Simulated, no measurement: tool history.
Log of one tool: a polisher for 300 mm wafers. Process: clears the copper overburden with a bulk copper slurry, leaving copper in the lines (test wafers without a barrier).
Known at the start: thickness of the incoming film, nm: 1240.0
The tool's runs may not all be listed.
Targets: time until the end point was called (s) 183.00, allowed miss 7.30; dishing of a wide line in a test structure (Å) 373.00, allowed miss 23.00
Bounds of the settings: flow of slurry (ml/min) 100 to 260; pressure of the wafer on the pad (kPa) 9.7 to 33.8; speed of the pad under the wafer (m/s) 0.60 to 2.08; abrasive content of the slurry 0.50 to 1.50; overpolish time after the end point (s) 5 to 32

run	hour	flow of slurry (ml/min)	pressure of the wafer on the pad (kPa)	speed of the pad under the wafer (m/s)	abrasive content of the slurry	overpolish time after the end point (s)	time until the end point was called (s)	dishing of a wide line in a test structure (Å)
1	0.0	165	21.4	1.34	1.00	16	112.31	596.48
2	5.7	165	20.0	1.34	1.00	15	117.92	569.26
3	7.8	165	18.6	1.34	1.00	14	128.89	553.06
4	8.7	165	18.6	1.34	1.00	18	128.08	610.18
5	13.3	165	17.9	1.32	1.00	16	134.41	569.22
6	18.7	165	17.2	1.30	1.00	15	141.16	539.83
7	22.5	165	16.5	1.30	1.00	14	144.66	517.43
8	28.7	165	15.9	1.30	1.00	13	150.37	483.69
9	30.5	165	15.2	1.30	1.00	12	160.08	451.32
10	38.2	160	13.8	1.30	1.00	10	174.50	380.18

4 next moves are on the table. One of them brings every result within its allowed miss. Which?
A	45.9	150	15.2	1.26	0.95	10	?	?
B	45.9	195	12.4	1.38	1.00	10	?	?
C	45.9	165	13.8	1.44	0.95	10	?	?
D	45.9	145	14.5	1.52	0.80	9	?	?

move	time until the end point was called (s)	dishing of a wide line in a test structure (Å)
A	163.20	381.16
B	178.25	356.50
C	161.44	381.60
D	155.87	366.30
A: further off than the last run
B: meets every target
C: further off than the last run
D: further off than the last run
The right move is B.
